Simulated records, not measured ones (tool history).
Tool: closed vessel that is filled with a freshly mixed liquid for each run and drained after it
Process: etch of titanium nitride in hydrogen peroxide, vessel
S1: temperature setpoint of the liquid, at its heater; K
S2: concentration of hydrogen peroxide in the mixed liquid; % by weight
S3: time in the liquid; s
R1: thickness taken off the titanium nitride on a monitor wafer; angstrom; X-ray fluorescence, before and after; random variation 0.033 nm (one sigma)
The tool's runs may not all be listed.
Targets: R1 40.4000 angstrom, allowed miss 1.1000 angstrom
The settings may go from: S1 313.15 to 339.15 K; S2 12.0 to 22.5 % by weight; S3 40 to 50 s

run,day,S1,S2,S3,R1
1,0.000,329.15,15.5,50,21.5280
2,0.225,323.65,15.5,50,14.6090
3,0.450,323.65,14.0,50,14.3140
4,0.767,320.15,14.0,50,11.2140
5,0.917,317.15,14.0,50,8.8806
6,1.258,319.65,14.0,50,10.7840
7,1.608,322.15,14.0,50,12.9330
8,1.988,324.15,14.0,50,14.9260
9,2.279,325.65,14.0,50,16.7470
10,2.338,327.15,14.0,50,18.4090
11,2.558,327.15,14.0,50,18.4750
12,2.654,328.65,14.0,50,20.4990
13,2.950,329.65,14.0,50,21.9870
14,3.017,330.65,14.0,50,23.4730
15,3.321,331.65,14.0,50,25.3220
16,3.462,332.65,14.0,50,26.7100
17,3.729,333.65,14.0,50,29.0360
18,3.817,334.15,14.0,50,30.4260
19,4.138,334.65,14.0,50,30.9380

5 next moves are on the table. One of them brings every result within its allowed miss. Which?
A,4.458,337.65,14.5,50,?
B,4.458,338.15,16.5,50,?
C,4.458,334.15,12.0,50,?
D,4.458,337.65,13.0,50,?
E,4.458,337.65,12.5,50,?

move,R1
A,38.2190
B,40.5940
C,29.0710
D,37.3540
E,37.0500
A: nearer than the last run, and not there yet
B: meets every target
C: further off than the last run
D: nearer than the last run, and not there yet
E: nearer than the last run, and not there yet
Move B is the one to make.
